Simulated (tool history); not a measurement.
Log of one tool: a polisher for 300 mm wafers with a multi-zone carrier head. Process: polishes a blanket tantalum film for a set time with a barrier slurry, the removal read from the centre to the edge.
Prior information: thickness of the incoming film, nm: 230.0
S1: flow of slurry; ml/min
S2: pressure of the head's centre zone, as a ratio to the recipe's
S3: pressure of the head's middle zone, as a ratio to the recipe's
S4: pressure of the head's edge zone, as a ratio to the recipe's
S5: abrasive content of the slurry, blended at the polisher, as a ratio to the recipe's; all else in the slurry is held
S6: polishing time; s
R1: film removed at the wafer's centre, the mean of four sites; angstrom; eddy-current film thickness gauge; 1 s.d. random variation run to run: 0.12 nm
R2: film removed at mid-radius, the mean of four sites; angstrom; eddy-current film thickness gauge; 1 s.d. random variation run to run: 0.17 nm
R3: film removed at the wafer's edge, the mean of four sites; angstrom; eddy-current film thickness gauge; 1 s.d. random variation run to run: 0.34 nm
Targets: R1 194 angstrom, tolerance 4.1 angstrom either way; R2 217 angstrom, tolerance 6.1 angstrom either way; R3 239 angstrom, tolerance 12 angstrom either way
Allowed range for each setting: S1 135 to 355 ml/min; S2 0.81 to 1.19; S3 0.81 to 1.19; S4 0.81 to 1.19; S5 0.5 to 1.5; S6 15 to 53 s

| run | hour | S1 | S2 | S3 | S4 | S5 | S6 | R1 | R2 | R3 |
|---|---|---|---|---|---|---|---|---|---|---|
| 1 | 0 | 225 | 1 | 1 | 1 | 1 | 34 | 469.48 | 467.99 | 498.36 |
| 2 | 1.7 | 215 | 0.97 | 0.98 | 0.98 | 0.9 | 31 | 407.97 | 408.74 | 439.76 |
| 3 | 7.3 | 215 | 0.97 | 0.98 | 0.98 | 0.9 | 38 | 498.96 | 503.78 | 528.24 |
| 4 | 12.8 | 215 | 0.97 | 0.98 | 0.98 | 0.9 | 42 | 546.16 | 562.28 | 599.17 |
| 5 | 21.6 | 215 | 0.97 | 0.98 | 0.93 | 0.9 | 42 | 541.86 | 553.48 | 594.76 |
| 6 | 26.2 | 200 | 0.94 | 0.97 | 0.91 | 0.85 | 37 | 457.6 | 470.47 | 489.29 |
| 7 | 34.7 | 190 | 0.92 | 0.96 | 0.93 | 0.8 | 33 | 392.69 | 407.59 | 433.73 |
| 8 | 36.9 | 145 | 0.82 | 0.91 | 0.9 | 0.55 | 23 | 219.36 | 235.06 | 265.56 |
| 9 | 39.2 | 145 | 0.82 | 0.92 | 0.9 | 0.55 | 22 | 209.71 | 225.57 | 256.19 |
| 10 | 47.1 | 145 | 0.82 | 0.93 | 0.9 | 0.55 | 22 | 208.54 | 228.68 | 254.77 |

Next run, 4 choices. One meets every target within its allowed miss, the rest don't. Which?
| A | 55 | 135 | 0.81 | 0.91 | 1.05 | 0.65 | 19 | ? | ? | ? |
| B | 55 | 225 | 0.82 | 0.96 | 1.05 | 0.5 | 19 | ? | ? | ? |
| C | 55 | 140 | 0.83 | 0.86 | 0.97 | 0.6 | 20 | ? | ? | ? |
| D | 55 | 135 | 0.82 | 0.85 | 0.94 | 0.65 | 20 | ? | ? | ? |

| move | R1 | R2 | R3 |
|---|---|---|---|
| A | 183.23 | 198.05 | 234.95 |
| B | 194.05 | 214.82 | 236.97 |
| C | 194.26 | 196.97 | 237.52 |
| D | 194.37 | 197.06 | 238.02 |
A: carries the result that was furthest off beyond its target, to the other side
B: every result within its allowed miss
C: the furthest-off result lands on target, but another misses its tolerance
D: the furthest-off result lands on target, but another misses its tolerance
B meets every target.
